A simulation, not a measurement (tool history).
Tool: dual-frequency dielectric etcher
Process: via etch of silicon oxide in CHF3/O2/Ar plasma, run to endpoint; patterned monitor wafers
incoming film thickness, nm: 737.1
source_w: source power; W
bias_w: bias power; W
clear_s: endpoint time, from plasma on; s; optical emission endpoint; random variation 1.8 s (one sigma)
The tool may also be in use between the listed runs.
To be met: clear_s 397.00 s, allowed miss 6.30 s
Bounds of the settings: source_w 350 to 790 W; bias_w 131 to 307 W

{"run": 1, "hour": 0.0, "source_w": 570, "bias_w": 219, "clear_s": 372.75}
{"run": 2, "hour": 7.3, "source_w": 620, "bias_w": 219, "clear_s": 358.67}
{"run": 3, "hour": 8.9, "source_w": 620, "bias_w": 205, "clear_s": 366.36}
{"run": 4, "hour": 12.0, "source_w": 600, "bias_w": 204, "clear_s": 368.66}
{"run": 5, "hour": 18.3, "source_w": 660, "bias_w": 204, "clear_s": 354.47}
{"run": 6, "hour": 27.0, "source_w": 750, "bias_w": 204, "clear_s": 337.01}
{"hour": 29.4, "done": "source power generator calibrated"}
{"run": 7, "hour": 29.4, "source_w": 640, "bias_w": 185, "clear_s": 362.28}
{"run": 8, "hour": 33.5, "source_w": 620, "bias_w": 183, "clear_s": 366.97}
{"run": 9, "hour": 36.7, "source_w": 600, "bias_w": 181, "clear_s": 375.31}

5 next moves are on the table. One of them brings every result within its allowed miss. Which?
{"run": "A", "hour": 39.9, "source_w": 670, "bias_w": 172, "clear_s": "?"}
{"run": "B", "hour": 39.9, "source_w": 630, "bias_w": 241, "clear_s": "?"}
{"run": "C", "hour": 39.9, "source_w": 570, "bias_w": 191, "clear_s": "?"}
{"run": "D", "hour": 39.9, "source_w": 670, "bias_w": 219, "clear_s": "?"}
{"run": "E", "hour": 39.9, "source_w": 580, "bias_w": 149, "clear_s": "?"}

move=A clear_s=363.33
move=B clear_s=344.21
move=C clear_s=379.13
move=D clear_s=343.81
move=E clear_s=397.21
A: further off than the last run
B: further off than the last run
C: nearer than the last run, and not there yet
D: further off than the last run
E: meets every target
Move E is the one to make.

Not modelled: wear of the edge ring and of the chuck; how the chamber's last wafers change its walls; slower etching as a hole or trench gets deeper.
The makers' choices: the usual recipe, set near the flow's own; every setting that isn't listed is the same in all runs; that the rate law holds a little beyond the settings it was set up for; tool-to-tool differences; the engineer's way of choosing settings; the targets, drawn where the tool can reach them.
